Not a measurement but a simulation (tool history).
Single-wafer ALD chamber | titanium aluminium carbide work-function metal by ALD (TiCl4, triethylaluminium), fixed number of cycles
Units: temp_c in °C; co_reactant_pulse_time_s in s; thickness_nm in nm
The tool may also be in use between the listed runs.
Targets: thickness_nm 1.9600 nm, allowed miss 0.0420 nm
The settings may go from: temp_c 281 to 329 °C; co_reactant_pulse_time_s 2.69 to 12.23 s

| run | hour | temp_c | co_reactant_pulse_time_s | thickness_nm |
|---|---|---|---|---|
| 1 | 0.0 | 305 | 7.46 | 2.1435 |
| 2 | 5.1 | 305 | 8.67 | 2.2027 |
| 3 | 6.0 | 299 | 8.06 | 2.1235 |
| 4 | 7.2 | 295 | 7.60 | 2.0745 |
| 5 | 12.8 | 292 | 7.23 | 2.0165 |
| 6 | 20.1 | 292 | 5.21 | 1.8176 |
| 7 | 23.2 | 296 | 5.47 | 1.8709 |
| 8 | 27.4 | 304 | 6.02 | 2.0101 |

4 next moves are on the table. One of them brings every result within its allowed miss. Which?
| A | 31.6 | 303 | 6.79 | ? |
| B | 31.6 | 305 | 6.39 | ? |
| C | 31.6 | 301 | 5.74 | ? |
| D | 31.6 | 310 | 6.71 | ? |

| move | thickness_nm |
|---|---|
| A | 2.0650 |
| B | 2.0449 |
| C | 1.9428 |
| D | 2.1145 |
A: further off than the last run
B: further off than the last run
C: meets every target
D: further off than the last run
Answer: C

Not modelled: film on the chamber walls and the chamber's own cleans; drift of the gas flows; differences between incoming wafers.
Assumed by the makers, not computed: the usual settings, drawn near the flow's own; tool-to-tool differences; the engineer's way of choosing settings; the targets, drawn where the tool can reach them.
